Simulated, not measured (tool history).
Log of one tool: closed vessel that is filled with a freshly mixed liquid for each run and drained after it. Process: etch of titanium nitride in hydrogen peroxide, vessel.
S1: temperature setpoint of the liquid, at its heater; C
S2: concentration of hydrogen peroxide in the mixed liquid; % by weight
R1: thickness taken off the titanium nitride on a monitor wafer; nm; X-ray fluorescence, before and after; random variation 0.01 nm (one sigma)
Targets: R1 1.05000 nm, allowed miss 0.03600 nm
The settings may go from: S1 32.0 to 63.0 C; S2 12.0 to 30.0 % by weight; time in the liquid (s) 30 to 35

{"run": 1, "hour": 0.0, "S1": 47.0, "S2": 21.0, "time in the liquid (s)": 35, "R1": 2.5108}
{"run": 2, "hour": 5.0, "S1": 52.5, "S2": 21.0, "time in the liquid (s)": 35, "R1": 3.7449}
{"run": 3, "hour": 6.0, "S1": 45.5, "S2": 21.0, "time in the liquid (s)": 35, "R1": 2.2727}
{"run": 4, "hour": 12.8, "S1": 43.0, "S2": 21.0, "time in the liquid (s)": 35, "R1": 1.9007}
{"run": 5, "hour": 13.9, "S1": 41.0, "S2": 21.0, "time in the liquid (s)": 35, "R1": 1.6071}
{"run": 6, "hour": 15.8, "S1": 46.0, "S2": 21.0, "time in the liquid (s)": 35, "R1": 2.352}
{"run": 7, "hour": 17.4, "S1": 43.5, "S2": 21.0, "time in the liquid (s)": 35, "R1": 1.9245}
{"run": 8, "hour": 18.7, "S1": 41.5, "S2": 21.0, "time in the liquid (s)": 35, "R1": 1.672}
{"run": 9, "hour": 25.0, "S1": 40.0, "S2": 21.0, "time in the liquid (s)": 35, "R1": 1.4908}
{"run": 10, "hour": 26.0, "S1": 39.0, "S2": 21.0, "time in the liquid (s)": 35, "R1": 1.3646}
{"run": 11, "hour": 29.2, "S1": 38.0, "S2": 21.0, "time in the liquid (s)": 35, "R1": 1.3011}
{"run": 12, "hour": 32.8, "S1": 37.5, "S2": 21.0, "time in the liquid (s)": 35, "R1": 1.1977}
{"run": 13, "hour": 39.9, "S1": 37.0, "S2": 21.0, "time in the liquid (s)": 35, "R1": 1.1918}
{"run": 14, "hour": 42.1, "S1": 36.5, "S2": 21.0, "time in the liquid (s)": 35, "R1": 1.1311}
{"run": 15, "hour": 51.3, "S1": 36.0, "S2": 21.0, "time in the liquid (s)": 35, "R1": 1.0883}
{"run": 16, "hour": 56.5, "S1": 36.0, "S2": 21.0, "time in the liquid (s)": 35, "R1": 1.0992}

4 next moves are on the table. One of them brings every result within its allowed miss. Which?
{"run": "A", "hour": 61.7, "S1": 36.5, "S2": 19.5, "time in the liquid (s)": 30, "R1": "?"}
{"run": "B", "hour": 61.7, "S1": 36.5, "S2": 23.0, "time in the liquid (s)": 30, "R1": "?"}
{"run": "C", "hour": 61.7, "S1": 36.0, "S2": 18.0, "time in the liquid (s)": 35, "R1": "?"}
{"run": "D", "hour": 61.7, "S1": 36.5, "S2": 20.5, "time in the liquid (s)": 35, "R1": "?"}

move=A R1=0.95597
move=B R1=0.99054
move=C R1=1.05410
move=D R1=1.12730
A: takes the result that was furthest off past its target
B: takes the result that was furthest off past its target
C: meets every target
D: further off than the last run
Move C is the one to make.

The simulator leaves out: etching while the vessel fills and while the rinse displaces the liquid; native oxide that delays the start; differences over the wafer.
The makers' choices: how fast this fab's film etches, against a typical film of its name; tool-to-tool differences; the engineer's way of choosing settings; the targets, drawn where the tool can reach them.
